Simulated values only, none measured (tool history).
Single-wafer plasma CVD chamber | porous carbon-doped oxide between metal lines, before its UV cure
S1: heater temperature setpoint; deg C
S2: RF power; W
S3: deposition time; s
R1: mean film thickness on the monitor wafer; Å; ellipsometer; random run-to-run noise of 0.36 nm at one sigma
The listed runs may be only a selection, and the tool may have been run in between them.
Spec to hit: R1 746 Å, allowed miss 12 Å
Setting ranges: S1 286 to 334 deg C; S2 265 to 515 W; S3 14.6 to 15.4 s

{"run": 1, "hour": 0.0, "S1": 310, "S2": 390, "S3": 15.4, "R1": 639.38}
{"run": 2, "hour": 6.7, "S1": 307, "S2": 395, "S3": 15.4, "R1": 664.24}
{"run": 3, "hour": 12.2, "S1": 305, "S2": 395, "S3": 15.4, "R1": 667.56}
{"run": 4, "hour": 18.5, "S1": 305, "S2": 350, "S3": 15.4, "R1": 603.46}
{"run": 5, "hour": 23.1, "S1": 305, "S2": 315, "S3": 15.4, "R1": 559.04}
{"run": 6, "hour": 30.1, "S1": 305, "S2": 360, "S3": 15.4, "R1": 620.05}
{"run": 7, "hour": 35.0, "S1": 303, "S2": 365, "S3": 15.4, "R1": 630.64}
{"run": 8, "hour": 36.6, "S1": 301, "S2": 370, "S3": 15.4, "R1": 651.66}
{"run": 9, "hour": 43.2, "S1": 299, "S2": 370, "S3": 15.4, "R1": 663.81}
{"run": 10, "hour": 48.0, "S1": 297, "S2": 370, "S3": 15.4, "R1": 665.32}
{"run": 11, "hour": 55.4, "S1": 296, "S2": 375, "S3": 15.4, "R1": 687.65}
{"run": 12, "hour": 63.7, "S1": 295, "S2": 375, "S3": 15.4, "R1": 683.9}
{"run": 13, "hour": 69.9, "S1": 286, "S2": 405, "S3": 15.4, "R1": 772.79}
{"run": 14, "hour": 75.1, "S1": 286, "S2": 405, "S3": 15.4, "R1": 777.02}
{"run": 15, "hour": 81.4, "S1": 287, "S2": 405, "S3": 15.4, "R1": 760.5}

Consider the 5 candidate settings below. Which is the only one whose results all fall within their allowed miss of target?
{"run": "A", "hour": 87.7, "S1": 290, "S2": 425, "S3": 14.7, "R1": "?"}
{"run": "B", "hour": 87.7, "S1": 294, "S2": 435, "S3": 15.4, "R1": "?"}
{"run": "C", "hour": 87.7, "S1": 291, "S2": 420, "S3": 15.4, "R1": "?"}
{"run": "D", "hour": 87.7, "S1": 286, "S2": 415, "S3": 15, "R1": "?"}
{"run": "E", "hour": 87.7, "S1": 286, "S2": 415, "S3": 15.2, "R1": "?"}

move=A R1=743.67
move=B R1=771.05
move=C R1=765.59
move=D R1=765.05
move=E R1=774.88
A: every result lands within tolerance
B: misses by more than the last run did
C: misses by more than the last run did
D: misses by more than the last run did
E: misses by more than the last run did
So the answer is move A, the one that meets all the targets.

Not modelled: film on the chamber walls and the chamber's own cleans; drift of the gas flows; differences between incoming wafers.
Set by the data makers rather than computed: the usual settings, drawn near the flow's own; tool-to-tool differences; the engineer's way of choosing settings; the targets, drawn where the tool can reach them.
